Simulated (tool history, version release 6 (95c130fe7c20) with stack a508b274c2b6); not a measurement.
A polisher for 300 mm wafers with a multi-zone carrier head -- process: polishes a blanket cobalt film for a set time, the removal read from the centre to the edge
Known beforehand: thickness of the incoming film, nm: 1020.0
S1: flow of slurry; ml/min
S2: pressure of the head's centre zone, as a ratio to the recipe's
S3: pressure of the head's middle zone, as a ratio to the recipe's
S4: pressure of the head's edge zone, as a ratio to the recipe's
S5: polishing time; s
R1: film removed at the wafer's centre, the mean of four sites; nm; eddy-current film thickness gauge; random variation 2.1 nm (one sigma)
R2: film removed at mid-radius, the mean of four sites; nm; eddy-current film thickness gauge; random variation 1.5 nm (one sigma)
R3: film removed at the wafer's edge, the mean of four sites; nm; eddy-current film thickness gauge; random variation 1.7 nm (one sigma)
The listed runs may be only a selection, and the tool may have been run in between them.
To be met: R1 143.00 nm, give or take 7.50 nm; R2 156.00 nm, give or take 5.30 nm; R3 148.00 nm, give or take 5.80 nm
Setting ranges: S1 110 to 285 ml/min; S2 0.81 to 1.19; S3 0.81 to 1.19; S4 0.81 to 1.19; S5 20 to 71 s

Run 1, hour 0.0: S1 180 ml/min, S2 1.00, S3 1.00, S4 1.00, S5 45 s. Result: R1 186.06 nm, R2 178.12 nm, R3 188.16 nm.
Run 2, hour 5.3: S1 175 ml/min, S2 0.99, S3 1.01, S4 0.98, S5 44 s. Result: R1 180.04 nm, R2 180.92 nm, R3 181.75 nm.
Run 3, hour 9.8: S1 175 ml/min, S2 0.99, S3 1.01, S4 0.98, S5 53 s. Result: R1 215.84 nm, R2 215.00 nm, R3 218.31 nm.
Run 4, hour 17.0: S1 160 ml/min, S2 0.99, S3 1.01, S4 0.98, S5 53 s. Result: R1 218.98 nm, R2 209.69 nm, R3 221.31 nm.
Run 5, hour 17.5: S1 160 ml/min, S2 0.99, S3 1.01, S4 0.91, S5 53 s. Result: R1 216.29 nm, R2 213.45 nm, R3 211.10 nm.
Run 6, hour 23.6: S1 165 ml/min, S2 0.98, S3 1.00, S4 0.90, S5 50 s. Result: R1 200.55 nm, R2 199.14 nm, R3 203.83 nm.
Run 7, hour 24.3: S1 165 ml/min, S2 0.98, S3 1.01, S4 0.90, S5 47 s. Result: R1 189.01 nm, R2 187.79 nm, R3 190.31 nm.
Run 8, hour 33.1: S1 170 ml/min, S2 0.98, S3 1.02, S4 0.90, S5 45 s. Result: R1 174.62 nm, R2 182.52 nm, R3 182.82 nm.
Run 9, hour 38.1: S1 170 ml/min, S2 0.99, S3 1.03, S4 0.89, S5 43 s. Result: R1 177.16 nm, R2 174.87 nm, R3 172.74 nm.
Run 10, hour 42.6: S1 170 ml/min, S2 0.99, S3 1.03, S4 0.89, S5 43 s. Result: R1 173.04 nm, R2 175.56 nm, R3 171.25 nm.
Run 11, hour 44.3: S1 145 ml/min, S2 0.92, S3 1.03, S4 0.82, S5 37 s. Result: R1 135.57 nm, R2 144.51 nm, R3 141.29 nm.

Which of these 4 next moves meets every target?
Run A, hour 46.0: S1 210 ml/min, S2 0.97, S3 1.08, S4 0.89, S5 31 s. Result: R1 ?, R2 ?, R3 ?.
Run B, hour 46.0: S1 140 ml/min, S2 0.91, S3 0.87, S4 0.85, S5 38 s. Result: R1 ?, R2 ?, R3 ?.
Run C, hour 46.0: S1 165 ml/min, S2 0.85, S3 1.07, S4 0.85, S5 37 s. Result: R1 ?, R2 ?, R3 ?.
Run D, hour 46.0: S1 130 ml/min, S2 0.92, S3 1.03, S4 0.81, S5 39 s. Result: R1 ?, R2 ?, R3 ?.

move      R1      R2      R3
   A  124.08  133.86  124.42
   B  134.30  134.37  144.83
   C  125.36  154.18  143.02
   D  137.80  153.00  144.87
A: misses by more than the last run did
B: misses by more than the last run did
C: the furthest-off result lands on target, but another misses its tolerance
D: meets every target
Answer: D
